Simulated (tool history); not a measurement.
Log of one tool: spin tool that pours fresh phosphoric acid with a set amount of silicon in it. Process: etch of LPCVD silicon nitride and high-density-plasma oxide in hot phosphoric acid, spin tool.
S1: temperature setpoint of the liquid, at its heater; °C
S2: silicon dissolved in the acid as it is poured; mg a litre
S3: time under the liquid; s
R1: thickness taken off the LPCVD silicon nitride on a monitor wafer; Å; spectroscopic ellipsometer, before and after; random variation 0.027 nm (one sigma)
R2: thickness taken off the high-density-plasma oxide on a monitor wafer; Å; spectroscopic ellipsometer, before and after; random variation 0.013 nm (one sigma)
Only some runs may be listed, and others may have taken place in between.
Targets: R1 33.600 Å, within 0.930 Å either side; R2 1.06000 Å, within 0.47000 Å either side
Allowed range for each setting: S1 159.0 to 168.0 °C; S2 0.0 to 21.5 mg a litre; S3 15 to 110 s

| run | day | S1 | S2 | S3 | R1 | R2 |
|---|---|---|---|---|---|---|
| 1 | 0.000 | 164.0 | 9.5 | 55 | 52.455 | 1.86460 |
| 2 | 0.042 | 165.0 | 9.5 | 55 | 54.501 | 1.88190 |
| 3 | 0.258 | 165.0 | 12.0 | 55 | 53.740 | 2.01310 |
| 4 | 0.458 | 164.0 | 12.0 | 55 | 52.316 | 1.98560 |
| 5 | 0.667 | 164.0 | 16.5 | 55 | 52.941 | 1.54380 |
| 6 | 1.021 | 164.0 | 16.5 | 75 | 71.563 | 1.78500 |
| 7 | 1.183 | 163.5 | 16.5 | 65 | 61.689 | 2.03440 |
| 8 | 1.375 | 164.0 | 17.0 | 55 | 53.226 | 1.75900 |
| 9 | 1.546 | 163.5 | 18.0 | 50 | 47.421 | 1.56020 |
| 10 | 1.712 | 163.0 | 18.5 | 45 | 41.728 | 1.20650 |
| 11 | 1.908 | 162.5 | 17.5 | 45 | 41.016 | 0.94377 |
| 12 | 2.029 | 162.5 | 17.0 | 40 | 36.590 | 0.70923 |
| 13 | 2.275 | 163.0 | 17.0 | 40 | 37.555 | 1.13060 |
| 14 | 2.567 | 163.0 | 16.5 | 35 | 32.642 | 1.04320 |

Which single option among these 5 for the next run brings every result within its allowed miss of target? Just one does.
| A | 2.858 | 162.0 | 15.0 | 35 | ? | ? |
| B | 2.858 | 164.0 | 18.0 | 35 | ? | ? |
| C | 2.858 | 162.0 | 16.5 | 35 | ? | ? |
| D | 2.858 | 165.5 | 10.0 | 30 | ? | ? |
| E | 2.858 | 166.5 | 18.5 | 30 | ? | ? |

| move | R1 | R2 |
|---|---|---|
| A | 30.876 | 0.73381 |
| B | 32.991 | 0.78560 |
| C | 30.876 | 0.70629 |
| D | 29.707 | 0.91305 |
| E | 30.693 | 0.79595 |
A: the biggest miss grows against the last run
B: each result inside its tolerance
C: the biggest miss grows against the last run
D: the biggest miss grows against the last run
E: the biggest miss grows against the last run
Answer: B
